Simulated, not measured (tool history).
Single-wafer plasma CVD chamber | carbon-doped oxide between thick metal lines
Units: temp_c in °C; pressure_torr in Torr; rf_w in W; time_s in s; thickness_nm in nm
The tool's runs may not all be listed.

run,hour,temp_c,pressure_torr,rf_w,time_s,thickness_nm
1,0.0,360,3.78,405,175,652.58
2,1.6,360,3.78,405,181,674.30
3,5.4,359,3.82,405,181,676.37
4,6.8,359,3.51,405,181,665.46
5,13.3,359,3.51,355,181,607.51
6,19.2,359,3.51,355,181,610.99
7,22.1,357,3.80,360,181,626.66

Run 8 comes next. What will it give?
8,29.1,357,3.80,360,181,?

thickness_nm: 626.01 nm
